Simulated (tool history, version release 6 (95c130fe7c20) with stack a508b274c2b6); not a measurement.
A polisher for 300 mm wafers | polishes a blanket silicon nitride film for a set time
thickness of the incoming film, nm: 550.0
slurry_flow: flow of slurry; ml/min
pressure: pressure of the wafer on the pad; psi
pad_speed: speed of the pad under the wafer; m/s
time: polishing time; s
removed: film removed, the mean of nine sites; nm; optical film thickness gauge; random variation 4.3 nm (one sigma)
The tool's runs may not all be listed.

Run 1, hour 0.0: slurry_flow 195 ml/min, pressure 2.9 psi, pad_speed 1.08 m/s, time 106 s. Result: removed 160.13 nm.
Run 2, hour 1.2: slurry_flow 195 ml/min, pressure 3.4 psi, pad_speed 1.12 m/s, time 106 s. Result: removed 190.86 nm.
Run 3, hour 9.1: slurry_flow 195 ml/min, pressure 3.7 psi, pad_speed 1.18 m/s, time 106 s. Result: removed 223.09 nm.
Run 4, hour 13.8: slurry_flow 195 ml/min, pressure 3.1 psi, pad_speed 1.18 m/s, time 106 s. Result: removed 185.40 nm.
Run 5, hour 18.3: slurry_flow 195 ml/min, pressure 3.1 psi, pad_speed 0.98 m/s, time 106 s. Result: removed 159.97 nm.
Run 6, hour 24.1: slurry_flow 195 ml/min, pressure 2.8 psi, pad_speed 0.98 m/s, time 106 s. Result: removed 148.09 nm.

Forecast run 7:
Run 7, hour 26.7: slurry_flow 195 ml/min, pressure 3.3 psi, pad_speed 1.08 m/s, time 107 s. Result: removed ?.

Run 7 gave removed 188.26 nm.

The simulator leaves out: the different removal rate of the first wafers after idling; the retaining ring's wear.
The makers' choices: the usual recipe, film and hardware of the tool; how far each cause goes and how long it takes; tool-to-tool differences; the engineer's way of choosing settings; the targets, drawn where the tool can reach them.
